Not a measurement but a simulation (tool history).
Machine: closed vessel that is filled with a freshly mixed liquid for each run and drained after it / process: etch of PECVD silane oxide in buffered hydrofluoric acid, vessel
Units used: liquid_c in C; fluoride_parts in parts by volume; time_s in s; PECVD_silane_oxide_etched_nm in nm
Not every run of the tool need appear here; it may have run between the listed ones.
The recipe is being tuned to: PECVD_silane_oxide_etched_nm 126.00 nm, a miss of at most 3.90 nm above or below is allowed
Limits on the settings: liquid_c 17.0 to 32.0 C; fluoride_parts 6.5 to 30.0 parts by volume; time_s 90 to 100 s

Run 1, hour 0.0: liquid_c 24.0 C, fluoride_parts 19.5 parts by volume, time_s 90 s. Result: PECVD_silane_oxide_etched_nm 160.27 nm.
Run 2, hour 4.9: liquid_c 24.0 C, fluoride_parts 19.5 parts by volume, time_s 100 s. Result: PECVD_silane_oxide_etched_nm 177.46 nm.
Run 3, hour 5.9: liquid_c 22.0 C, fluoride_parts 19.5 parts by volume, time_s 100 s. Result: PECVD_silane_oxide_etched_nm 162.27 nm.
Run 4, hour 8.5: liquid_c 22.0 C, fluoride_parts 15.0 parts by volume, time_s 100 s. Result: PECVD_silane_oxide_etched_nm 214.13 nm.
Run 5, hour 12.7: liquid_c 22.0 C, fluoride_parts 15.0 parts by volume, time_s 90 s. Result: PECVD_silane_oxide_etched_nm 190.89 nm.
Run 6, hour 18.1: liquid_c 20.5 C, fluoride_parts 16.0 parts by volume, time_s 90 s. Result: PECVD_silane_oxide_etched_nm 163.05 nm.
Run 7, hour 25.7: liquid_c 19.5 C, fluoride_parts 16.5 parts by volume, time_s 90 s. Result: PECVD_silane_oxide_etched_nm 151.85 nm.
Run 8, hour 33.7: liquid_c 19.0 C, fluoride_parts 17.0 parts by volume, time_s 90 s. Result: PECVD_silane_oxide_etched_nm 140.58 nm.
At hour 41.2: thermometer replaced.
Run 9, hour 41.2: liquid_c 18.5 C, fluoride_parts 17.0 parts by volume, time_s 90 s. Result: PECVD_silane_oxide_etched_nm 121.31 nm.

Next run, 5 choices. One meets every target within its allowed miss, the rest don't. Which?
Run A, hour 48.7: liquid_c 17.5 C, fluoride_parts 16.5 parts by volume, time_s 95 s. Result: PECVD_silane_oxide_etched_nm ?.
Run B, hour 48.7: liquid_c 19.5 C, fluoride_parts 22.5 parts by volume, time_s 100 s. Result: PECVD_silane_oxide_etched_nm ?.
Run C, hour 48.7: liquid_c 19.0 C, fluoride_parts 18.0 parts by volume, time_s 90 s. Result: PECVD_silane_oxide_etched_nm ?.
Run D, hour 48.7: liquid_c 17.0 C, fluoride_parts 16.5 parts by volume, time_s 90 s. Result: PECVD_silane_oxide_etched_nm ?.
Run E, hour 48.7: liquid_c 18.0 C, fluoride_parts 17.0 parts by volume, time_s 90 s. Result: PECVD_silane_oxide_etched_nm ?.

move  PECVD_silane_oxide_etched_nm
   A                        125.29
   B                        112.62
   C                        118.61
   D                        115.36
   E                        118.58
A: every result lands within tolerance
B: moves away from the targets compared with the last run
C: moves away from the targets compared with the last run
D: moves away from the targets compared with the last run
E: moves away from the targets compared with the last run
The move that meets every target is A.
